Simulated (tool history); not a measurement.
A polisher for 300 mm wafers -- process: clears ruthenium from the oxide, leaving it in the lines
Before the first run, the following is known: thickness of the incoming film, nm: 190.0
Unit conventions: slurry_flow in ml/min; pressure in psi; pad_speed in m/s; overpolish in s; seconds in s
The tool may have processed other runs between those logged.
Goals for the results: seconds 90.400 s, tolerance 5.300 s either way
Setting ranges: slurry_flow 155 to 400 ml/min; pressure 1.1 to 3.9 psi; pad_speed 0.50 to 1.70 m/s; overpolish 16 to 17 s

run    day  slurry_flow  pressure  pad_speed  overpolish  seconds
  1  0.000          255       2.5       1.10          16  110.930
  2  0.158          205       2.5       1.10          16  111.940
  3  0.246          180       2.5       1.10          16  110.340
  4  0.600          180       2.5       1.00          16  117.270
  5  0.733          155       2.5       1.00          16  123.200
  6  0.825          155       2.5       1.00          17  128.440
  7  1.167          155       2.7       1.02          17  116.540
  8  1.450          155       2.7       1.02          17  117.190
  9  1.675          155       2.9       1.04          17  104.780
 10  1.912          155       3.0       1.04          17  102.760
 11  2.150          155       3.1       1.04          17  102.530
 12  2.512          155       3.2       1.04          17   96.228
     2.738  -- head pressure recalibrated
 13  2.738          155       3.3       1.04          17  100.420
 14  2.938          155       3.4       1.06          17   96.540

Which of these 4 next moves meets every target?
  A  3.138          155       3.1       1.00          16        ?
  B  3.138          180       3.1       1.22          16        ?
  C  3.138          155       3.6       0.94          17        ?
  D  3.138          155       3.0       1.00          16        ?

move  seconds
   A  107.250
   B   87.691
   C  100.110
   D  110.170
A: misses by more than the last run did
B: hits every target within its allowed miss
C: misses by more than the last run did
D: misses by more than the last run did
The move that meets every target is B.
